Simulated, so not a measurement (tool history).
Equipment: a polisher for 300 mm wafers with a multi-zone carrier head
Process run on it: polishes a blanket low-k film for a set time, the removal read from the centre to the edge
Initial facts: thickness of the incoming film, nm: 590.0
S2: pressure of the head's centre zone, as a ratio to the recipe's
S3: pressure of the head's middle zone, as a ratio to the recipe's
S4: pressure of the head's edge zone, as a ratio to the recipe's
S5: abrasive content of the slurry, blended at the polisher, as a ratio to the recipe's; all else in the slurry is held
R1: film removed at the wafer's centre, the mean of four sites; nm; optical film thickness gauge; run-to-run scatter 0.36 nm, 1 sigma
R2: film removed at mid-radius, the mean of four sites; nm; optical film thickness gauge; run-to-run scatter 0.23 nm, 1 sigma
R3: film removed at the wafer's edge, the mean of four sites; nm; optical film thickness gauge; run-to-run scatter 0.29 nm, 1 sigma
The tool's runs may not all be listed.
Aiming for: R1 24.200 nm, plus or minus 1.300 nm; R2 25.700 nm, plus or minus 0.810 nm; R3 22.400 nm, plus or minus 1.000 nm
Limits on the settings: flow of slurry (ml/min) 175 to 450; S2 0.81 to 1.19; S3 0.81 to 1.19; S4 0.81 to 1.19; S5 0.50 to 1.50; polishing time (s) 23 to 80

run 1 hour=0.0 | flow_of_slurry_(ml/min)=290 S2=1.00 S3=1.00 S4=1.00 S5=1.00 polishing_time_(s)=51 | R1=19.135 R2=19.196 R3=19.635
run 2 hour=5.9 | flow_of_slurry_(ml/min)=295 S2=1.03 S3=1.05 S4=1.00 S5=1.05 polishing_time_(s)=51 | R1=20.588 R2=20.641 R3=19.818
run 3 hour=14.7 | flow_of_slurry_(ml/min)=295 S2=1.03 S3=1.05 S4=1.00 S5=1.05 polishing_time_(s)=40 | R1=15.778 R2=16.292 R3=15.095
run 4 hour=21.6 | flow_of_slurry_(ml/min)=295 S2=1.00 S3=1.05 S4=1.00 S5=1.05 polishing_time_(s)=40 | R1=15.851 R2=16.203 R3=15.802
run 5 hour=22.4 | flow_of_slurry_(ml/min)=295 S2=1.00 S3=1.05 S4=1.00 S5=1.05 polishing_time_(s)=49 | R1=18.829 R2=20.176 R3=19.474
run 6 hour=23.6 | flow_of_slurry_(ml/min)=295 S2=1.00 S3=0.99 S4=1.00 S5=1.05 polishing_time_(s)=49 | R1=19.155 R2=18.982 R3=19.206
run 7 hour=24.5 | flow_of_slurry_(ml/min)=305 S2=1.02 S3=1.03 S4=1.01 S5=1.15 polishing_time_(s)=49 | R1=20.235 R2=20.484 R3=20.385
run 8 hour=33.3 | flow_of_slurry_(ml/min)=325 S2=1.12 S3=1.13 S4=0.94 S5=1.40 polishing_time_(s)=50 | R1=25.501 R2=25.184 R3=22.257

Of the 4 settings listed for the next run, only one would bring every result within its allowed miss of target. Which one?
run A hour=42.1 | flow_of_slurry_(ml/min)=295 S2=1.02 S3=1.11 S4=0.89 S5=1.35 polishing_time_(s)=53 | R1=? R2=? R3=?
run B hour=42.1 | flow_of_slurry_(ml/min)=310 S2=1.11 S3=1.09 S4=0.93 S5=1.40 polishing_time_(s)=54 | R1=? R2=? R3=?
run C hour=42.1 | flow_of_slurry_(ml/min)=280 S2=1.14 S3=1.11 S4=0.94 S5=1.35 polishing_time_(s)=53 | R1=? R2=? R3=?
run D hour=42.1 | flow_of_slurry_(ml/min)=320 S2=0.99 S3=1.00 S4=1.05 S5=1.20 polishing_time_(s)=56 | R1=? R2=? R3=?

move=A R1=23.779 R2=26.110 R3=22.168
move=B R1=26.935 R2=26.721 R3=23.507
move=C R1=26.465 R2=25.975 R3=22.657
move=D R1=23.169 R2=24.002 R3=24.074
A: all results in spec
B: further off than the last run
C: further off than the last run
D: brings the last run's worst result on target, with another outside its allowed miss
Go with A: it meets all targets.

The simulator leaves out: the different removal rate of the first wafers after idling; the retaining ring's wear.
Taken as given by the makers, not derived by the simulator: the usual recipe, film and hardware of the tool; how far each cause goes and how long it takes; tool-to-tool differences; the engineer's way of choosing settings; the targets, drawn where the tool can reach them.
